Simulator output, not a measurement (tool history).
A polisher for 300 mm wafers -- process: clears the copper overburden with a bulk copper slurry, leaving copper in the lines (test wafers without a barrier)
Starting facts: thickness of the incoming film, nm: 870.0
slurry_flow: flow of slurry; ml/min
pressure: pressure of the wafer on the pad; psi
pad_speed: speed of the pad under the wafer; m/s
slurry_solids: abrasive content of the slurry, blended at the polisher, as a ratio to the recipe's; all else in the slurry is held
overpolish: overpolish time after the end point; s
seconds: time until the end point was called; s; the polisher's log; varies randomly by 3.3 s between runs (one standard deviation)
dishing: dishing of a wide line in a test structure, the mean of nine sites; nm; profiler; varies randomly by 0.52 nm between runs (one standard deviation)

run,hour,slurry_flow,pressure,pad_speed,slurry_solids,overpolish,seconds,dishing
1,0,205,2.1,1.24,1,11,101.68,56.045
2,5.3,205,1.8,1.14,1,11,121.59,46.385
3,9.8,205,1.8,1.36,1,11,105.94,52.913
4,18.6,205,1.8,1.36,1,8,107.46,41.831
5,20.2,250,1.8,1.36,1,8,103.18,42.832
6,21.9,250,2.1,1.36,1,8,90.673,47.816
7,28.5,240,1.8,1.18,1,9,118.38,41.761
8,34.6,235,1.6,1.06,1,10,147.1,38.505
9,39.3,235,1.4,1,1,10,175.6,33.164
10,48.1,235,1.4,1,1,10,174.09,32.588

The next listed run, before its measurement:
11,50.2,235,1.3,0.98,1,11,?,?

Run 11 produced seconds 189.47 s, dishing 32.711 nm.

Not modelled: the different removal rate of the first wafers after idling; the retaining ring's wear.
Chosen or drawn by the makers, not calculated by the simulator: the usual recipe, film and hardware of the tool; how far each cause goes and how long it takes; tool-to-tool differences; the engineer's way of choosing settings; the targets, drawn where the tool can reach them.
